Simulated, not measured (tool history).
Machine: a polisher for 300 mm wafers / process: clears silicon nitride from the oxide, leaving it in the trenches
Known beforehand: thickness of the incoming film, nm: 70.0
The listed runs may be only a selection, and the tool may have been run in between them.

run,day,flow of slurry (ml/min),pressure of the wafer on the pad (psi),speed of the pad under the wafer (m/s),overpolish time after the end point (s),time until the end point was called (s)
1,0,180,1.8,1.24,15,85.962
2,0.075,180,1.8,1.24,16,83.763
3,0.367,180,1.5,1.14,16,107.84
4,0.475,155,1.5,1.14,16,110.53
5,0.588,155,1.3,1.08,16,134.04
6,0.871,185,1.3,1.08,16,131.05
7,0.95,185,1.2,1.06,16,145.09

What does the tool deliver on the next run?
8,1.008,185,1.1,1.06,16,?

Run 8 produced time until the end point was called (s) 155.1.
